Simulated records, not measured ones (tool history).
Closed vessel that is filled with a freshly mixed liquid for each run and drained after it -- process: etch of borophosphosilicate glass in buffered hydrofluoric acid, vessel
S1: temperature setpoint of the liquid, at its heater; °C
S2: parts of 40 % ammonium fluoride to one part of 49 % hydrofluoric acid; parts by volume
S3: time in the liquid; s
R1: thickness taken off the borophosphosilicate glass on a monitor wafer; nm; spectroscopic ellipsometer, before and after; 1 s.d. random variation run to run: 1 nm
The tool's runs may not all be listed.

Run 1, hour 0: S1 22 °C, S2 9.5 parts by volume, S3 35 s. Result: R1 69.394 nm.
Run 2, hour 6: S1 24.5 °C, S2 9.5 parts by volume, S3 35 s. Result: R1 79.406 nm.
Run 3, hour 7.1: S1 26 °C, S2 9.5 parts by volume, S3 35 s. Result: R1 86.763 nm.
Run 4, hour 13.5: S1 27 °C, S2 9.5 parts by volume, S3 35 s. Result: R1 91.885 nm.
Run 5, hour 16.8: S1 28 °C, S2 9.5 parts by volume, S3 35 s. Result: R1 95.35 nm.
Run 6, hour 18.7: S1 28 °C, S2 6.5 parts by volume, S3 35 s. Result: R1 136.83 nm.
Run 7, hour 23.7: S1 27 °C, S2 6.5 parts by volume, S3 35 s. Result: R1 131.71 nm.

The next listed run, before its measurement:
Run 8, hour 32.5: S1 26 °C, S2 6.5 parts by volume, S3 35 s. Result: R1 ?.

{"run 8": {"R1": 123.53}}

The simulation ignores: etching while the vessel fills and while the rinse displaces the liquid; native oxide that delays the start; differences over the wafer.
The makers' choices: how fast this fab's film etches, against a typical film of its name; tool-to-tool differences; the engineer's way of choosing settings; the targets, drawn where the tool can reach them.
